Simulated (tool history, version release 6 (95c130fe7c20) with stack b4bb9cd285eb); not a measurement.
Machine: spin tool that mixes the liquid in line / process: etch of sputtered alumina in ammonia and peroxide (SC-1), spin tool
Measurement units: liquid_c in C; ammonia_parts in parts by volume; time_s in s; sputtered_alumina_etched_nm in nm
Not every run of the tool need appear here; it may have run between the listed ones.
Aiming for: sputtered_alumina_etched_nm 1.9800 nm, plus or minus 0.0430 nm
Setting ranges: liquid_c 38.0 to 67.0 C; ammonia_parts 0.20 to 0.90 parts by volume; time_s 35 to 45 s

run,hour,liquid_c,ammonia_parts,time_s,sputtered_alumina_etched_nm
1,0.0,51.0,0.50,45,2.6466
2,4.2,51.0,0.50,45,2.6315
3,10.5,54.0,0.50,45,3.1284
4,15.9,53.0,0.50,45,2.9648
5,23.3,53.0,0.60,45,3.0157
6,25.2,50.5,0.60,45,2.6411
7,29.7,50.0,0.60,45,2.5535
8,31.3,44.5,0.60,45,1.8504
9,35.8,45.0,0.60,45,1.9241
# hour 40.1: thermometer replaced
10,40.1,45.5,0.60,45,2.2230
11,44.7,45.0,0.60,45,2.1134
12,50.2,44.0,0.60,45,2.0356
13,58.6,44.0,0.60,45,2.0288

Which single option among these 5 for the next run brings every result within its allowed miss of target? Just one does.
A,67.0,49.5,0.45,35,?
B,67.0,44.5,0.55,45,?
C,67.0,43.5,0.60,45,?
D,67.0,45.0,0.55,45,?
E,67.0,48.5,0.65,35,?

move,sputtered_alumina_etched_nm
A,2.0913
B,2.0696
C,1.9705
D,2.1295
E,2.0490
A: further off than the last run
B: further off than the last run
C: in spec on every target
D: further off than the last run
E: further off than the last run
Correct choice: C, which meets every target
